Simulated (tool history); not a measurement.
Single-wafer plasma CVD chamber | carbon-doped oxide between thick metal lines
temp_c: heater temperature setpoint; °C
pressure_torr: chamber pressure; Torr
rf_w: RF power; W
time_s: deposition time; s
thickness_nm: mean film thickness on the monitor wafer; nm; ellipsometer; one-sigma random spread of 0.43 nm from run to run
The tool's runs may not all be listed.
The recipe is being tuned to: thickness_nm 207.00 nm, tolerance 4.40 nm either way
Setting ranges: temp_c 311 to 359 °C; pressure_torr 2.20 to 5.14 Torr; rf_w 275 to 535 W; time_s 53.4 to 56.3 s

{"run": 1, "hour": 0.0, "temp_c": 335, "pressure_torr": 3.67, "rf_w": 405, "time_s": 56.3, "thickness_nm": 249.28}
{"run": 2, "hour": 6.5, "temp_c": 337, "pressure_torr": 3.52, "rf_w": 390, "time_s": 56.1, "thickness_nm": 238.24}
{"run": 3, "hour": 11.0, "temp_c": 339, "pressure_torr": 3.35, "rf_w": 380, "time_s": 56.0, "thickness_nm": 230.65}
{"run": 4, "hour": 12.1, "temp_c": 341, "pressure_torr": 3.21, "rf_w": 375, "time_s": 56.0, "thickness_nm": 228.31}
{"run": 5, "hour": 12.9, "temp_c": 341, "pressure_torr": 3.21, "rf_w": 375, "time_s": 53.4, "thickness_nm": 217.51}
{"run": 6, "hour": 21.3, "temp_c": 342, "pressure_torr": 3.14, "rf_w": 375, "time_s": 53.4, "thickness_nm": 216.0}
{"run": 7, "hour": 29.8, "temp_c": 343, "pressure_torr": 3.08, "rf_w": 375, "time_s": 53.4, "thickness_nm": 214.79}
{"run": 8, "hour": 34.2, "temp_c": 344, "pressure_torr": 3.03, "rf_w": 375, "time_s": 53.4, "thickness_nm": 214.11}

Pick the move, out of 5, that brings all results within their allowed miss; only one does.
{"run": "A", "hour": 38.6, "temp_c": 328, "pressure_torr": 3.19, "rf_w": 350, "time_s": 53.9, "thickness_nm": "?"}
{"run": "B", "hour": 38.6, "temp_c": 347, "pressure_torr": 3.21, "rf_w": 360, "time_s": 55.8, "thickness_nm": "?"}
{"run": "C", "hour": 38.6, "temp_c": 329, "pressure_torr": 4.88, "rf_w": 330, "time_s": 55.5, "thickness_nm": "?"}
{"run": "D", "hour": 38.6, "temp_c": 347, "pressure_torr": 3.03, "rf_w": 380, "time_s": 54.5, "thickness_nm": "?"}
{"run": "E", "hour": 38.6, "temp_c": 347, "pressure_torr": 2.81, "rf_w": 370, "time_s": 53.4, "thickness_nm": "?"}

move=A thickness_nm=218.15
move=B thickness_nm=216.71
move=C thickness_nm=223.84
move=D thickness_nm=218.99
move=E thickness_nm=209.45
A: misses by more than the last run did
B: misses by more than the last run did
C: misses by more than the last run did
D: misses by more than the last run did
E: each result inside its tolerance
Go with E: it meets all targets.

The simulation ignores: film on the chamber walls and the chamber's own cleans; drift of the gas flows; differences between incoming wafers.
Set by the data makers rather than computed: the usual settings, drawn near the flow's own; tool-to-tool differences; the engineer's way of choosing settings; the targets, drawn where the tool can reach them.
